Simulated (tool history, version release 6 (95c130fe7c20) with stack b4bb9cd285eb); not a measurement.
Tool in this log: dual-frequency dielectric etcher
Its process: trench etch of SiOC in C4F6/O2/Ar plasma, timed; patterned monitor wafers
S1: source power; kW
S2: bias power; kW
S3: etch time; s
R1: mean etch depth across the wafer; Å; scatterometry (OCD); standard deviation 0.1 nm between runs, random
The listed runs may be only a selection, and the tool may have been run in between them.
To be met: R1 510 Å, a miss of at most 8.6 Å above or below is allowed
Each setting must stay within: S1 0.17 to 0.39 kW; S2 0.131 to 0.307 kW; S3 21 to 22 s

run  hour    S1     S2  S3      R1
  1     0  0.28  0.219  21  435.08
  2   3.9  0.28  0.233  21  442.21
  3   4.8  0.24  0.233  21  415.31
  4   5.6  0.28  0.237  21  442.83
  5   7.9  0.28  0.237  21  443.16
      8.9  -- bias power generator calibrated
  6   8.9  0.23  0.237  21  406.52
  7    10  0.27  0.242  21   434.8
  8  11.2  0.33  0.255  21  478.87

Consider the 4 candidate settings below. Which is the only one whose results all fall within their allowed miss of target?
  A  12.4  0.39   0.18    22   ?
  B  12.4  0.36  0.254    21   ?
  C  12.4  0.35   0.25  21.5   ?
  D  12.4  0.36  0.262  21.5   ?

move      R1
   A  489.88
   B  492.91
   C  497.05
   D  508.79
A: nearer the targets than the last run, but a result is still out of spec
B: nearer the targets than the last run, but a result is still out of spec
C: nearer the targets than the last run, but a result is still out of spec
D: all results land within tolerance of their targets
The right move is D.
